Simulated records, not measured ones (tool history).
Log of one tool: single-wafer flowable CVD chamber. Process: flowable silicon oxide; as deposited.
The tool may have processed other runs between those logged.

run    day  heater temperature setpoint (deg C)  chamber pressure (mTorr)  RF power (W)  deposition time (s)  mean film thickness on the monitor wafer (Å)
  1  0.000                                  100                       622          2580                  924                                        3956.6
  2  0.050                                   99                       622          2580                  924                                        4084.4
  3  0.150                                  106                       622          2580                  924                                        3240.7
  4  0.308                                  106                       622          2235                  924                                        3134.7
  5  0.617                                  103                       622          2235                  924                                        3453.9
  6  0.804                                  103                       622          1965                  924                                        3328.1

Run 7 is up next; what results do you expect?
  7  1.029                                  100                       622          1965                  924                                             ?

mean film thickness on the monitor wafer (Å): 3680.3

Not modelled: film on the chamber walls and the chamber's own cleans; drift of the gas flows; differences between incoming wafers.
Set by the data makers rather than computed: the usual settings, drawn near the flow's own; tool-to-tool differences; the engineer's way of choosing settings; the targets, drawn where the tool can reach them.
